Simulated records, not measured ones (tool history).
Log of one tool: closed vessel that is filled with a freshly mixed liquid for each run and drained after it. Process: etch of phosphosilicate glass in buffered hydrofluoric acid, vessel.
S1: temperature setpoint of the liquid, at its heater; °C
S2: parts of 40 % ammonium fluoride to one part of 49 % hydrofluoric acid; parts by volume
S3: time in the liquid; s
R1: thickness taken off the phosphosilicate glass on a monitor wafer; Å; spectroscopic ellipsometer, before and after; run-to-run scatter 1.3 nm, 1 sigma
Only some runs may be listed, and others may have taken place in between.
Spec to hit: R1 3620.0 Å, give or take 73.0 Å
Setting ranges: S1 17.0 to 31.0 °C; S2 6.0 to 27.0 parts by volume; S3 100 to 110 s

{"run": 1, "hour": 0.0, "S1": 23.0, "S2": 16.5, "S3": 100, "R1": 1948.2}
{"run": 2, "hour": 4.2, "S1": 25.0, "S2": 15.5, "S3": 100, "R1": 2310.5}
{"run": 3, "hour": 4.9, "S1": 26.5, "S2": 15.0, "S3": 100, "R1": 2579.2}
{"run": 4, "hour": 10.4, "S1": 27.5, "S2": 14.5, "S3": 100, "R1": 2828.7}
{"run": 5, "hour": 15.0, "S1": 27.5, "S2": 14.5, "S3": 110, "R1": 3090.1}
{"run": 6, "hour": 18.0, "S1": 27.5, "S2": 16.5, "S3": 110, "R1": 2724.2}
{"run": 7, "hour": 21.7, "S1": 28.5, "S2": 16.0, "S3": 110, "R1": 2968.0}
{"run": 8, "hour": 26.1, "S1": 28.5, "S2": 16.0, "S3": 110, "R1": 2954.6}
{"run": 9, "hour": 31.5, "S1": 29.0, "S2": 15.5, "S3": 110, "R1": 3127.0}
{"run": 10, "hour": 33.9, "S1": 29.5, "S2": 15.5, "S3": 110, "R1": 3224.3}
{"run": 11, "hour": 41.4, "S1": 30.0, "S2": 15.5, "S3": 110, "R1": 3305.8}
{"run": 12, "hour": 49.3, "S1": 30.5, "S2": 15.5, "S3": 110, "R1": 3386.8}

Which one of the following 5 next-run settings gets every result inside its allowed miss? There is exactly one.
{"run": "A", "hour": 57.2, "S1": 29.5, "S2": 15.0, "S3": 100, "R1": "?"}
{"run": "B", "hour": 57.2, "S1": 30.0, "S2": 13.5, "S3": 100, "R1": "?"}
{"run": "C", "hour": 57.2, "S1": 29.0, "S2": 15.5, "S3": 110, "R1": "?"}
{"run": "D", "hour": 57.2, "S1": 30.0, "S2": 13.5, "S3": 110, "R1": "?"}
{"run": "E", "hour": 57.2, "S1": 30.5, "S2": 14.0, "S3": 105, "R1": "?"}

move=A R1=3022.4
move=B R1=3440.3
move=C R1=3135.5
move=D R1=3784.3
move=E R1=3578.6
A: its largest miss is bigger than the last run's
B: closes in on the targets versus the last run, not all within tolerance yet
C: its largest miss is bigger than the last run's
D: moves the result that the last run missed by most past its target, out the other side
E: meets every target
The right move is E.
